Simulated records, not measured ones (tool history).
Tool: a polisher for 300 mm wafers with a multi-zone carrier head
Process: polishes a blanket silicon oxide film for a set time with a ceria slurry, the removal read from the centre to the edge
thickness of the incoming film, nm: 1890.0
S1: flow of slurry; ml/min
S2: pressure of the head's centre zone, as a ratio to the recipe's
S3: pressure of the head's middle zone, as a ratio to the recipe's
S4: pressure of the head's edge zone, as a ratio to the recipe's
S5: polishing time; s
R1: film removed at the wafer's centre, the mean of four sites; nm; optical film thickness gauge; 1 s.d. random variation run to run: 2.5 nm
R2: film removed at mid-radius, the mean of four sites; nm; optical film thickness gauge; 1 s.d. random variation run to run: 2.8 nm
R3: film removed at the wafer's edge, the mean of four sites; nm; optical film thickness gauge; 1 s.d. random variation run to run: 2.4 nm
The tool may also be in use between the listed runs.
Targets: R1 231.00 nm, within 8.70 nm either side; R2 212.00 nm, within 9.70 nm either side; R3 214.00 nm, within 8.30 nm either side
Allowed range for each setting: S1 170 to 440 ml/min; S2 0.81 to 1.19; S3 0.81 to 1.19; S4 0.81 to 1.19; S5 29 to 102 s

run 1 hour=0.0 | S1=280 S2=1.00 S3=1.00 S4=1.00 S5=65 | R1=297.24 R2=300.16 R3=300.11
run 2 hour=3.3 | S1=330 S2=1.00 S3=1.00 S4=1.00 S5=65 | R1=313.09 R2=300.61 R3=306.01
run 3 hour=4.1 | S1=330 S2=1.00 S3=0.99 S4=0.98 S5=61 | R1=289.74 R2=281.32 R3=282.21
run 4 hour=6.6 | S1=360 S2=1.00 S3=0.99 S4=0.98 S5=61 | R1=298.03 R2=286.78 R3=277.41
run 5 hour=7.7 | S1=360 S2=0.99 S3=0.96 S4=0.97 S5=58 | R1=280.08 R2=258.34 R3=269.93
run 6 hour=8.4 | S1=360 S2=0.96 S3=0.96 S4=0.97 S5=58 | R1=260.64 R2=267.08 R3=272.65
run 7 hour=10.3 | S1=360 S2=0.97 S3=0.95 S4=0.95 S5=56 | R1=264.99 R2=250.14 R3=261.80
run 8 hour=17.1 | S1=360 S2=0.97 S3=0.95 S4=0.93 S5=54 | R1=255.25 R2=243.62 R3=249.64
run 9 hour=24.1 | S1=355 S2=0.97 S3=0.95 S4=0.91 S5=53 | R1=249.95 R2=240.43 R3=240.43
run 10 hour=26.9 | S1=355 S2=0.97 S3=0.95 S4=0.91 S5=53 | R1=248.21 R2=241.50 R3=243.11
run 11 hour=30.3 | S1=355 S2=0.97 S3=0.94 S4=0.90 S5=52 | R1=245.60 R2=238.49 R3=236.98
run 12 hour=38.5 | S1=355 S2=0.97 S3=0.93 S4=0.89 S5=51 | R1=231.23 R2=224.35 R3=226.91
run 13 hour=46.2 | S1=355 S2=0.98 S3=0.93 S4=0.88 S5=51 | R1=239.29 R2=227.13 R3=228.62
run 14 hour=51.5 | S1=335 S2=0.98 S3=0.89 S4=0.81 S5=48 | R1=221.49 R2=201.35 R3=203.49

Which of these 5 next moves meets every target?
run A hour=56.8 | S1=440 S2=0.97 S3=0.88 S4=0.82 S5=49 | R1=? R2=? R3=?
run B hour=56.8 | S1=220 S2=0.90 S3=0.89 S4=0.83 S5=52 | R1=? R2=? R3=?
run C hour=56.8 | S1=320 S2=1.09 S3=1.03 S4=0.81 S5=45 | R1=? R2=? R3=?
run D hour=56.8 | S1=335 S2=0.90 S3=0.81 S4=0.96 S5=48 | R1=? R2=? R3=?
run E hour=56.8 | S1=375 S2=0.96 S3=0.84 S4=0.87 S5=46 | R1=? R2=? R3=?

move=A R1=233.68 R2=211.58 R3=212.88
move=B R1=212.43 R2=211.01 R3=215.02
move=C R1=234.80 R2=215.85 R3=190.21
move=D R1=207.16 R2=189.51 R3=220.55
move=E R1=214.22 R2=188.90 R3=203.40
A: every result lands within tolerance
B: gets the furthest-off result to its target, but another result is out of tolerance
C: further off than the last run
D: gets the furthest-off result to its target, but another result is out of tolerance
E: further off than the last run
A meets every target.

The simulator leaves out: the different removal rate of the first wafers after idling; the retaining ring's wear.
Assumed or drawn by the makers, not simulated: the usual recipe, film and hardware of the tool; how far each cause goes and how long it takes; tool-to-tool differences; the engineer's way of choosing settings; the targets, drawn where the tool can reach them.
